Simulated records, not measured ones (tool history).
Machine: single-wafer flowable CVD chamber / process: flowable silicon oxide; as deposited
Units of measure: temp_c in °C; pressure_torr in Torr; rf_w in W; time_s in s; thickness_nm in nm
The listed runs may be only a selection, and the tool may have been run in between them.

run,hour,temp_c,pressure_torr,rf_w,time_s,thickness_nm
1,0,105,1.02,2110,1009,716.6
2,5.3,105,1.12,2110,1009,777.28
3,11,107,1.12,2110,1009,727.86
4,17.7,118,1.12,2110,1009,542.4
5,19.7,117,1.12,2110,1009,553.88
6,25.6,117,1.05,2110,1009,526.72

Run 7, settings as shown, results not yet in. Your forecast:
7,28.6,116,1.05,2110,1009,?

thickness_nm: 535.4 nm

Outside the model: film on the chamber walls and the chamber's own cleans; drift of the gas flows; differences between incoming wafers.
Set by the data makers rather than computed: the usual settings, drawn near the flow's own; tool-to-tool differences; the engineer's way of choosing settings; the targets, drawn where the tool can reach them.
